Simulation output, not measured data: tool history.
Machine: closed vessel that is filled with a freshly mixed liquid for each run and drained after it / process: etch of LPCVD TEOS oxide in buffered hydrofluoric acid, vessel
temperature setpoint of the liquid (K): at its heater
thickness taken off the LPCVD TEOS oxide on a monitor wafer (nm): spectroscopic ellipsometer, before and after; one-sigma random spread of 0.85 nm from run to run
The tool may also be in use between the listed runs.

run    day  temperature setpoint of the liquid (K)  parts of 40 % ammonium fluoride to one part of 49 % hydrofluoric acid (parts by volume)  time in the liquid (s)  thickness taken off the LPCVD TEOS oxide on a monitor wafer (nm)
  1      0                                  295.15                                                                                        9                      35                                                            77.207
  2  0.062                                  295.15                                                                                        9                      35                                                            78.373
  3  0.154                                  295.15                                                                                       10                      35                                                             72.76
  4  0.404                                  295.15                                                                                     12.5                      35                                                            58.672
  5  0.488                                  295.15                                                                                     11.5                      35                                                            63.207
  6  0.558                                  297.65                                                                                     11.5                      35                                                            73.055

What does the tool deliver on the next run?
  7  0.917                                  299.15                                                                                     11.5                      35                                                                 ?

thickness taken off the LPCVD TEOS oxide on a monitor wafer (nm): 79.386
